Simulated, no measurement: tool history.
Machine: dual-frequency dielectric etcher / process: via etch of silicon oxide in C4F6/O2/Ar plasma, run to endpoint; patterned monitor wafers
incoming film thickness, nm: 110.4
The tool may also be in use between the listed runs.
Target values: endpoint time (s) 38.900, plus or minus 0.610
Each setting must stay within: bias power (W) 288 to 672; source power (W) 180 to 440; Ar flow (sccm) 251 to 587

Run 1, hour 0.0: bias power (W) 480, source power (W) 310, Ar flow (sccm) 419. Result: endpoint time (s) 33.960.
Run 2, hour 2.1: bias power (W) 480, source power (W) 310, Ar flow (sccm) 357. Result: endpoint time (s) 33.446.
Run 3, hour 7.3: bias power (W) 480, source power (W) 310, Ar flow (sccm) 432. Result: endpoint time (s) 34.157.
Run 4, hour 13.5: bias power (W) 537, source power (W) 310, Ar flow (sccm) 432. Result: endpoint time (s) 32.785.
Run 5, hour 22.2: bias power (W) 504, source power (W) 310, Ar flow (sccm) 433. Result: endpoint time (s) 33.359.
Run 6, hour 28.9: bias power (W) 475, source power (W) 310, Ar flow (sccm) 433. Result: endpoint time (s) 34.325.
Run 7, hour 29.6: bias power (W) 453, source power (W) 310, Ar flow (sccm) 433. Result: endpoint time (s) 34.906.
Run 8, hour 37.1: bias power (W) 434, source power (W) 310, Ar flow (sccm) 433. Result: endpoint time (s) 34.955.
Run 9, hour 42.6: bias power (W) 338, source power (W) 270, Ar flow (sccm) 443. Result: endpoint time (s) 40.011.
Run 10, hour 46.8: bias power (W) 343, source power (W) 270, Ar flow (sccm) 443. Result: endpoint time (s) 39.639.

4 candidate next runs follow, results not yet known. Just one meets every target within its allowed miss. Identify it.
Run A, hour 51.0: bias power (W) 378, source power (W) 280, Ar flow (sccm) 427. Result: endpoint time (s) ?.
Run B, hour 51.0: bias power (W) 425, source power (W) 220, Ar flow (sccm) 382. Result: endpoint time (s) ?.
Run C, hour 51.0: bias power (W) 391, source power (W) 290, Ar flow (sccm) 444. Result: endpoint time (s) ?.
Run D, hour 51.0: bias power (W) 288, source power (W) 290, Ar flow (sccm) 452. Result: endpoint time (s) ?.

move  endpoint time (s)
   A             37.831
   B             38.924
   C             37.188
   D             40.758
A: pushes the last run's worst result past its target
B: every result within its allowed miss
C: pushes the last run's worst result past its target
D: the biggest miss grows against the last run
So the answer is move B, the one that meets all the targets.

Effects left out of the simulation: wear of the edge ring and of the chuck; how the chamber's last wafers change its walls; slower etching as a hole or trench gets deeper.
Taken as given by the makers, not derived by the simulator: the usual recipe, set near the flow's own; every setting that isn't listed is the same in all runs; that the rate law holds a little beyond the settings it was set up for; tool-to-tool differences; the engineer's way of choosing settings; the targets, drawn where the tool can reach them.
